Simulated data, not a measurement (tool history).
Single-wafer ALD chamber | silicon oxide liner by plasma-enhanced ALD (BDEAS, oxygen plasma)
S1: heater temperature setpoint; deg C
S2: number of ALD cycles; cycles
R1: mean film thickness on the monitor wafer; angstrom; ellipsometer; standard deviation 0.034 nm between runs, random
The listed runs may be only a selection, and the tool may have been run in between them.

Run 1, hour 0.0: S1 320 deg C, S2 77 cycles. Result: R1 61.982 angstrom.
Run 2, hour 1.8: S1 320 deg C, S2 70 cycles. Result: R1 55.821 angstrom.
Run 3, hour 8.6: S1 320 deg C, S2 74 cycles. Result: R1 59.254 angstrom.
Run 4, hour 16.7: S1 320 deg C, S2 77 cycles. Result: R1 62.076 angstrom.
Run 5, hour 18.1: S1 320 deg C, S2 80 cycles. Result: R1 64.502 angstrom.
Run 6, hour 22.0: S1 313 deg C, S2 80 cycles. Result: R1 65.137 angstrom.
Run 7, hour 29.9: S1 313 deg C, S2 82 cycles. Result: R1 66.863 angstrom.
Run 8, hour 37.4: S1 313 deg C, S2 84 cycles. Result: R1 67.494 angstrom.
Run 9, hour 45.9: S1 313 deg C, S2 86 cycles. Result: R1 69.812 angstrom.
Run 10, hour 50.5: S1 313 deg C, S2 87 cycles. Result: R1 70.285 angstrom.

Predict the results of run 11:
Run 11, hour 59.1: S1 313 deg C, S2 88 cycles. Result: R1 ?.

Run 11 gave R1 71.026 angstrom.
